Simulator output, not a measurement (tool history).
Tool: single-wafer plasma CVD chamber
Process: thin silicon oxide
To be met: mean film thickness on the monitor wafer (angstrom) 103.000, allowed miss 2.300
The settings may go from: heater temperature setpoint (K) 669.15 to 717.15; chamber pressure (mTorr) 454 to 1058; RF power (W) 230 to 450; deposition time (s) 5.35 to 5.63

run	hour	heater temperature setpoint (K)	chamber pressure (mTorr)	RF power (W)	deposition time (s)	mean film thickness on the monitor wafer (angstrom)
1	0.0	693.15	756	340	5.63	89.667
2	8.1	693.15	770	340	5.63	91.682
3	9.9	693.15	782	340	5.63	93.558
4	10.7	693.15	791	340	5.63	94.245
5	17.6	693.15	800	340	5.63	95.582
6	25.6	693.15	807	340	5.63	96.537
7	32.0	693.15	813	340	5.63	95.962
8	37.4	693.15	821	340	5.63	97.437
9	41.2	693.15	827	340	5.63	98.329
10	47.9	693.15	832	340	5.63	98.795
11	49.0	693.15	837	340	5.63	98.927
12	52.1	693.15	842	340	5.63	99.998
13	59.1	693.15	845	340	5.63	99.546
14	64.5	693.15	849	340	5.63	100.530

4 next moves are on the table. One of them brings every result within its allowed miss. Which?
A	69.9	682.15	865	345	5.35	?
B	69.9	695.15	765	400	5.63	?
C	69.9	688.15	852	340	5.41	?
D	69.9	690.15	861	405	5.35	?

move	mean film thickness on the monitor wafer (angstrom)
A	98.029
B	97.092
C	96.943
D	103.460
A: further off than the last run
B: further off than the last run
C: further off than the last run
D: meets every target
The right move is D.
